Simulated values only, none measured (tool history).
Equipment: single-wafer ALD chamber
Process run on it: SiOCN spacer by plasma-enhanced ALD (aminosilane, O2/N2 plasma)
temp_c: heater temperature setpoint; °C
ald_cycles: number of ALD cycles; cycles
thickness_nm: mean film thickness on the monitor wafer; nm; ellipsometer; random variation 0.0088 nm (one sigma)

run  hour  temp_c  ald_cycles  thickness_nm
  1     0     405          38        2.3316
  2   5.6     400          38        2.3377
  3   7.1     404          38        2.3301
  4  13.8     405          36        2.2055
  5    18     405          39        2.4076
     18.6  -- thermocouple changed; heater temperature recalibrated
  6  18.6     405          37        2.3087
  7  24.2     401          35        2.2169
  8  29.1     404          33        2.0437
  9  33.7     416          31        1.8736
 10  38.4     417          31        1.8695

Run 11 is up next; what results do you expect?
 11  47.4     418          31             ?

thickness_nm: 1.8603 nm

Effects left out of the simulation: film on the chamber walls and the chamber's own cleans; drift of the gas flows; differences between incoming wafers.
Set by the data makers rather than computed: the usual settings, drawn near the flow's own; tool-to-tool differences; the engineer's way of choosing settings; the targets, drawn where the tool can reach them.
